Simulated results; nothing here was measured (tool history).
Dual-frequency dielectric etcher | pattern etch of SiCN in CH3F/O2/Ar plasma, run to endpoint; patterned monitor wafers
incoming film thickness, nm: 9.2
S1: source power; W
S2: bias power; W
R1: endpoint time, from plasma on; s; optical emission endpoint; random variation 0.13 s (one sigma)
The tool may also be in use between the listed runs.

run 1 day=0 | S1=460 S2=105 | R1=21.539
run 2 day=0.221 | S1=430 S2=105 | R1=22.004
run 3 day=0.442 | S1=460 S2=107 | R1=21.318
run 4 day=0.679 | S1=460 S2=96 | R1=22.217
run 5 day=0.975 | S1=490 S2=96 | R1=21.788
run 6 day=1.308 | S1=490 S2=114 | R1=20.663
run 7 day=1.375 | S1=500 S2=115 | R1=20.134
run 8 day=1.633 | S1=510 S2=115 | R1=20.314

The next listed run, before its measurement:
run 9 day=1.8 | S1=520 S2=116 | R1=?

{"run 9": {"R1": 19.924}}
